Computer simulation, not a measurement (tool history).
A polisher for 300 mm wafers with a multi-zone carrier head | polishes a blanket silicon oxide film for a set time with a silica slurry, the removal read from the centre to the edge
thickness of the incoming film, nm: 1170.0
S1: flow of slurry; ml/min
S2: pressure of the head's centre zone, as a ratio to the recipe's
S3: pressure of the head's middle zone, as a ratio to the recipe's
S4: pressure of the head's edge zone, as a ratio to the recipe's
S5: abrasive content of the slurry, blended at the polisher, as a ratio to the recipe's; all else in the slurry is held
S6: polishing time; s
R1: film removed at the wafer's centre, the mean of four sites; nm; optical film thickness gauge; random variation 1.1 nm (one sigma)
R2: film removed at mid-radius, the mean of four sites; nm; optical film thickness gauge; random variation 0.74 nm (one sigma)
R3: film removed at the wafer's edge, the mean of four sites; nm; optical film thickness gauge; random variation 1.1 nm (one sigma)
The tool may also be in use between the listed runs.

| run | day | S1 | S2 | S3 | S4 | S5 | S6 | R1 | R2 | R3 |
|---|---|---|---|---|---|---|---|---|---|---|
| 1 | 0 | 155 | 1 | 1 | 1 | 1 | 75 | 172.81 | 172.9 | 168.92 |
| 2 | 0.125 | 150 | 1 | 0.97 | 0.97 | 0.9 | 67 | 148.65 | 142.2 | 144.13 |
| 3 | 0.154 | 150 | 1 | 0.92 | 0.97 | 0.9 | 67 | 148.16 | 135.99 | 141.59 |
| 4 | 0.417 | 150 | 1 | 0.89 | 0.97 | 0.9 | 67 | 141.59 | 131.96 | 139.82 |
| 5 | 0.579 | 150 | 0.99 | 0.89 | 0.94 | 0.8 | 60 | 121.97 | 111.62 | 119.45 |
| 6 | 0.754 | 150 | 0.99 | 0.96 | 0.94 | 0.8 | 60 | 126.54 | 118.12 | 118.14 |
| 7 | 1.129 | 145 | 0.97 | 0.94 | 0.92 | 0.75 | 57 | 108.25 | 105.88 | 108.37 |

Forecast run 8:
| 8 | 1.367 | 155 | 1.06 | 0.88 | 0.82 | 0.5 | 42 | ? | ? | ? |

Run 8 gave R1 72.906 nm, R2 60.781 nm, R3 61.092 nm.
